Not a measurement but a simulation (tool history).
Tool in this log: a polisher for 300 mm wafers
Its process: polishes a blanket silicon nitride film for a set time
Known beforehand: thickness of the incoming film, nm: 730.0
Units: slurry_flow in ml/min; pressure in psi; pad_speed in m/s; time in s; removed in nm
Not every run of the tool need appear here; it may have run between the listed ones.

run,hour,slurry_flow,pressure,pad_speed,time,removed
1,0,310,2.8,1.26,59,105.72
2,4,235,2.8,1.26,59,102.19
3,10.8,235,2.8,1.14,59,102.4
4,14.4,235,2.9,1.14,59,103.95
5,20.5,235,2.6,1.14,59,91.048
6,28.2,235,2.6,1.02,59,85.734
7,30.2,235,3.4,1.1,59,114.78

Forecast run 8:
8,32.9,235,3.5,1.1,59,?

removed: 122.51 nm
